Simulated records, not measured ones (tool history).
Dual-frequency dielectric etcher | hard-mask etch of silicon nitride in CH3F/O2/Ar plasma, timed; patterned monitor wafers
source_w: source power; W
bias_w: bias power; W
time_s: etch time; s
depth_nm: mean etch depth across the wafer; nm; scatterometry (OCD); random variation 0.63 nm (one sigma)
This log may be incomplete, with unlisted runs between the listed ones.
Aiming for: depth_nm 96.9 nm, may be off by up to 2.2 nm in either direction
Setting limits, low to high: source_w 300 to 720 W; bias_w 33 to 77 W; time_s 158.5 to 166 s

run  hour  source_w  bias_w  time_s  depth_nm
  1     0       510      55   158.5     104.9
  2   3.9       510      62   158.5    108.75
  3   7.8       510      53   158.5    103.91
  4   8.9       500      53   158.5    103.13
  5  16.5       500      53     166    108.06
  6  17.9       490      53     166    107.79
  7  18.5       480      53     166    107.65
  8  23.9       460      52     166    104.96
  9  24.7       450      52     166    102.26
     32.9  -- bias power generator calibrated
 10  32.9       440      52     166    102.28
 11  41.2       430      52     166    101.92
 12  47.2       420      52     166    99.491

Exactly one of the 5 candidate moves below puts every result within its allowed miss. Which one?
  A  53.2       370      60   159.5         ?
  B  53.2       360      57     165         ?
  C  53.2       420      53   161.5         ?
  D  53.2       380      55   162.5         ?
  E  53.2       400      48   160.5         ?

move  depth_nm
   A    92.284
   B    93.107
   C     97.86
   D    93.884
   E    93.142
A: carries the result that was furthest off beyond its target, to the other side
B: carries the result that was furthest off beyond its target, to the other side
C: each result inside its tolerance
D: carries the result that was furthest off beyond its target, to the other side
E: carries the result that was furthest off beyond its target, to the other side
The right move is C.
